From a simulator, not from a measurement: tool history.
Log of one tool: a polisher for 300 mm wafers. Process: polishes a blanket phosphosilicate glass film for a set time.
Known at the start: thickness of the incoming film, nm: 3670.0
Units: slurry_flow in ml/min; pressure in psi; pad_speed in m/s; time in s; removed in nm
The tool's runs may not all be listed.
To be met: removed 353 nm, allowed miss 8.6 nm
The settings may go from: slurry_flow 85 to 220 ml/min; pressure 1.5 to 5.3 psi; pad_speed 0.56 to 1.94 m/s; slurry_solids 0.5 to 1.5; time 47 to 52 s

Run 1, hour 0: slurry_flow 140 ml/min, pressure 3.4 psi, pad_speed 1.24 m/s, slurry_solids 1, time 52 s. Result: removed 493.54 nm.
Run 2, hour 8: slurry_flow 140 ml/min, pressure 3.4 psi, pad_speed 1.08 m/s, slurry_solids 1, time 52 s. Result: removed 450.18 nm.
Run 3, hour 10.3: slurry_flow 140 ml/min, pressure 3.4 psi, pad_speed 0.84 m/s, slurry_solids 1, time 52 s. Result: removed 368.8 nm.
Run 4, hour 14.4: slurry_flow 140 ml/min, pressure 3.4 psi, pad_speed 0.84 m/s, slurry_solids 1, time 47 s. Result: removed 336.08 nm.
At hour 15.7: slurry blender recalibrated.
Run 5, hour 15.7: slurry_flow 140 ml/min, pressure 4 psi, pad_speed 0.84 m/s, slurry_solids 1, time 47 s. Result: removed 437.11 nm.
Run 6, hour 18.5: slurry_flow 135 ml/min, pressure 3.9 psi, pad_speed 0.84 m/s, slurry_solids 1, time 47 s. Result: removed 427.86 nm.
Run 7, hour 22.3: slurry_flow 135 ml/min, pressure 3.8 psi, pad_speed 0.84 m/s, slurry_solids 1, time 47 s. Result: removed 417.15 nm.
Run 8, hour 30.2: slurry_flow 145 ml/min, pressure 3.8 psi, pad_speed 0.84 m/s, slurry_solids 1, time 47 s. Result: removed 420.52 nm.
Run 9, hour 33.2: slurry_flow 135 ml/min, pressure 3.8 psi, pad_speed 0.84 m/s, slurry_solids 1, time 47 s. Result: removed 416.73 nm.
Run 10, hour 41.4: slurry_flow 135 ml/min, pressure 3.7 psi, pad_speed 0.84 m/s, slurry_solids 1, time 47 s. Result: removed 414.01 nm.
Run 11, hour 50.3: slurry_flow 140 ml/min, pressure 3.7 psi, pad_speed 0.84 m/s, slurry_solids 1, time 47 s. Result: removed 412.46 nm.
Run 12, hour 57.3: slurry_flow 135 ml/min, pressure 3.7 psi, pad_speed 0.84 m/s, slurry_solids 1, time 47 s. Result: removed 410.65 nm.
Run 13, hour 62.7: slurry_flow 145 ml/min, pressure 3.7 psi, pad_speed 0.84 m/s, slurry_solids 1, time 47 s. Result: removed 413.81 nm.
Run 14, hour 71.5: slurry_flow 135 ml/min, pressure 3.7 psi, pad_speed 0.84 m/s, slurry_solids 1, time 47 s. Result: removed 404.93 nm.
Run 15, hour 77.4: slurry_flow 135 ml/min, pressure 3.6 psi, pad_speed 0.84 m/s, slurry_solids 1, time 47 s. Result: removed 404.88 nm.
Run 16, hour 82: slurry_flow 140 ml/min, pressure 3.6 psi, pad_speed 0.84 m/s, slurry_solids 1, time 47 s. Result: removed 404.58 nm.
Run 17, hour 83.9: slurry_flow 135 ml/min, pressure 3.6 psi, pad_speed 0.84 m/s, slurry_solids 1, time 47 s. Result: removed 404.18 nm.
Run 18, hour 91.2: slurry_flow 140 ml/min, pressure 3.6 psi, pad_speed 0.84 m/s, slurry_solids 1, time 47 s. Result: removed 403.68 nm.
Run 19, hour 93.6: slurry_flow 115 ml/min, pressure 3.2 psi, pad_speed 0.84 m/s, slurry_solids 1, time 47 s. Result: removed 365.22 nm.
Run 20, hour 101.1: slurry_flow 120 ml/min, pressure 3.2 psi, pad_speed 0.84 m/s, slurry_solids 1, time 47 s. Result: removed 366.21 nm.
Run 21, hour 103.6: slurry_flow 125 ml/min, pressure 3.2 psi, pad_speed 0.84 m/s, slurry_solids 1, time 47 s. Result: removed 372.13 nm.

Which of these 4 next moves meets every target?
Run A, hour 106.1: slurry_flow 135 ml/min, pressure 3.4 psi, pad_speed 0.72 m/s, slurry_solids 1.05, time 50 s. Result: removed ?.
Run B, hour 106.1: slurry_flow 165 ml/min, pressure 2.7 psi, pad_speed 0.76 m/s, slurry_solids 1.2, time 50 s. Result: removed ?.
Run C, hour 106.1: slurry_flow 120 ml/min, pressure 3.1 psi, pad_speed 0.72 m/s, slurry_solids 0.95, time 52 s. Result: removed ?.
Run D, hour 106.1: slurry_flow 85 ml/min, pressure 2.9 psi, pad_speed 0.78 m/s, slurry_solids 1.5, time 51 s. Result: removed ?.

move  removed
   A   377.42
   B   371.65
   C   351.48
   D   380.42
A: further off than the last run
B: as far off as the last run
C: meets every target
D: further off than the last run
Answer: C

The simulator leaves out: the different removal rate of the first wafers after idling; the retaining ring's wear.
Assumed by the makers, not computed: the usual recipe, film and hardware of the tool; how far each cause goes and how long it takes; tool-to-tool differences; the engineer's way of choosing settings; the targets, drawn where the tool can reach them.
